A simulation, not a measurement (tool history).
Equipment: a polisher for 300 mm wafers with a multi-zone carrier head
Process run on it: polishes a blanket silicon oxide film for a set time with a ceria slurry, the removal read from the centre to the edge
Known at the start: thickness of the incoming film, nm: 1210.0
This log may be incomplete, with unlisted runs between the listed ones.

run    day  flow of slurry (ml/min)  pressure of the head's centre zone  pressure of the head's middle zone  pressure of the head's edge zone  polishing time (s)  film removed at the wafer's centre (Å)  film removed at mid-radius (Å)  film removed at the wafer's edge (Å)
  1      0                      185                                   1                                   1                                 1                  53                                  2408.3                          2439.2                                2391.4
  2  0.154                      180                                0.95                                0.97                              1.06                  55                                  2368.7                            2454                                2565.8
  3  0.271                      220                                0.95                                0.97                              1.06                  55                                  2437.6                          2589.8                                2633.3
  4  0.583                      220                                0.95                                1.01                              1.06                  55                                    2426                            2672                                2635.4
  5  0.946                      250                                0.95                                1.01                              1.06                  55                                  2493.7                          2699.3                                2637.2
  6  1.221                      230                                0.92                                0.97                              1.09                  56                                  2438.4                          2587.6                                2696.6

Predict the results of run 7:
  7  1.312                      210                                0.89                                0.96                              1.12                  57                                       ?                               ?                                     ?

{"run 7": {"film removed at the wafer's centre (Å)": 2337.8, "film removed at mid-radius (Å)": 2593.2, "film removed at the wafer's edge (Å)": 2740.9}}

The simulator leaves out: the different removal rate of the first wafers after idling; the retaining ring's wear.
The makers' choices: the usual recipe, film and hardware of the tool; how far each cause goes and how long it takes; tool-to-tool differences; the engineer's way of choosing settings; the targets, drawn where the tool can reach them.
